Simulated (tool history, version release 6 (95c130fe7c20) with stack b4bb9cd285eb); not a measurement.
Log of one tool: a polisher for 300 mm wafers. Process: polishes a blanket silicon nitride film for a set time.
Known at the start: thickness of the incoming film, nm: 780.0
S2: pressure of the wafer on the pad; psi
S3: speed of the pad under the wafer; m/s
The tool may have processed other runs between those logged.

run 1 hour=0.0 | flow_of_slurry_(ml/min)=165 S2=4.6 S3=1.04 polishing_time_(s)=48 | film_removed_(nm)=120.02
run 2 hour=6.7 | flow_of_slurry_(ml/min)=145 S2=4.6 S3=1.04 polishing_time_(s)=48 | film_removed_(nm)=119.45
run 3 hour=15.5 | flow_of_slurry_(ml/min)=145 S2=5.3 S3=1.06 polishing_time_(s)=48 | film_removed_(nm)=140.19
run 4 hour=23.3 | flow_of_slurry_(ml/min)=145 S2=5.3 S3=1.06 polishing_time_(s)=48 | film_removed_(nm)=140.41
run 5 hour=27.7 | flow_of_slurry_(ml/min)=145 S2=5.8 S3=1.06 polishing_time_(s)=48 | film_removed_(nm)=152.90
run 6 hour=31.4 | flow_of_slurry_(ml/min)=145 S2=5.8 S3=1.06 polishing_time_(s)=48 | film_removed_(nm)=151.16

What does the tool deliver on the next run?
run 7 hour=32.0 | flow_of_slurry_(ml/min)=145 S2=6.2 S3=1.06 polishing_time_(s)=48 | film_removed_(nm)=?

Run 7 came out at film removed (nm) 165.88.

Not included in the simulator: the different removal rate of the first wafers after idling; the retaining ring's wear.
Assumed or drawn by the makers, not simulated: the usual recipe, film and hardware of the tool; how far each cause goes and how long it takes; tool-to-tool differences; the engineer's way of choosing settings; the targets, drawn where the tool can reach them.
